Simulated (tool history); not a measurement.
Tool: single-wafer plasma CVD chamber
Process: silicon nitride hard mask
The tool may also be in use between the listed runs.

run,hour,heater temperature setpoint (deg C),chamber pressure (Torr),RF power (W),deposition time (s),mean film thickness on the monitor wafer (nm)
1,0,425,1.94,270,27.3,30.998
2,6.6,425,1.69,270,27.3,29.101
3,12.6,425,1.62,270,27.3,29.135
4,18.9,425,1.54,270,27.3,28.293
5,21.9,425,1.5,270,27.3,27.878
6,25.9,425,1.5,235,27.3,26.007
7,31.4,425,1.56,235,27.3,26.22

Run 8 comes next. What will it give?
8,33.8,425,1.56,235,27.3,?

Run 8 gave mean film thickness on the monitor wafer (nm) 25.952.
